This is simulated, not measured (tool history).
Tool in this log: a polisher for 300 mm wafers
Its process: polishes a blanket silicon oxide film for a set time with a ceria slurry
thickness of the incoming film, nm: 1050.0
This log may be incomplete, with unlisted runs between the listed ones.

| run | day | flow of slurry (ml/min) | pressure of the wafer on the pad (psi) | speed of the pad under the wafer (m/s) | polishing time (s) | film removed (angstrom) |
|---|---|---|---|---|---|---|
| 1 | 0.000 | 310 | 2.7 | 1.38 | 38 | 2330.4 |
| 2 | 0.038 | 350 | 2.7 | 1.38 | 38 | 2322.1 |
| 3 | 0.088 | 350 | 2.7 | 1.14 | 38 | 2011.3 |
| 4 | 0.375 | 350 | 2.7 | 1.14 | 34 | 1805.0 |
| 5 | 0.625 | 350 | 2.7 | 1.14 | 38 | 2012.9 |
| 6 | 0.808 | 350 | 2.9 | 1.14 | 38 | 2134.3 |

Expected results for the next run?
| 7 | 0.942 | 350 | 3.1 | 1.14 | 38 | ? |

Logged for run 7: film removed (angstrom) 2307.8.

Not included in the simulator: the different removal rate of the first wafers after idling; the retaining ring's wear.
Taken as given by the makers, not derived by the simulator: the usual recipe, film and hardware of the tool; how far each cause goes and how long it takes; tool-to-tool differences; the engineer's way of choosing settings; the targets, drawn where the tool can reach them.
